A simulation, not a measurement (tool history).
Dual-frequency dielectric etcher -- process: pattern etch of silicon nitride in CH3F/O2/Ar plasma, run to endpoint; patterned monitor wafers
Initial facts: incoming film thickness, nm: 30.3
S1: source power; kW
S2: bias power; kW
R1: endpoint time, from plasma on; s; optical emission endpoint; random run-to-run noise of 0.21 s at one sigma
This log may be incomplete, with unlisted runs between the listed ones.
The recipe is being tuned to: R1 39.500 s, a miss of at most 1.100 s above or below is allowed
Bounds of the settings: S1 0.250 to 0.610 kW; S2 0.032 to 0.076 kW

run	hour	S1	S2	R1
1	0.0	0.430	0.054	47.018
2	6.1	0.430	0.062	45.167
3	8.3	0.450	0.063	43.611
4	16.6	0.460	0.064	42.876
5	21.3	0.430	0.064	44.406
6	27.8	0.380	0.064	48.053
7	28.9	0.400	0.065	46.258
8	36.9	0.420	0.066	44.696
9	44.0	0.440	0.066	43.831
10	52.9	0.450	0.066	42.987
11	59.5	0.460	0.066	42.097
12	67.5	0.470	0.066	41.738
13	68.5	0.480	0.066	41.197
14	76.8	0.490	0.066	41.105

Which one of the following 5 next-run settings gets every result inside its allowed miss? There is exactly one.
A	85.1	0.450	0.068	?
B	85.1	0.500	0.072	?
C	85.1	0.490	0.063	?
D	85.1	0.490	0.055	?
E	85.1	0.460	0.056	?

move	R1
A	42.531
B	39.244
C	41.504
D	43.363
E	44.751
A: lands further from the targets than the last run did
B: hits every target within its allowed miss
C: lands further from the targets than the last run did
D: lands further from the targets than the last run did
E: lands further from the targets than the last run did
Answer: B
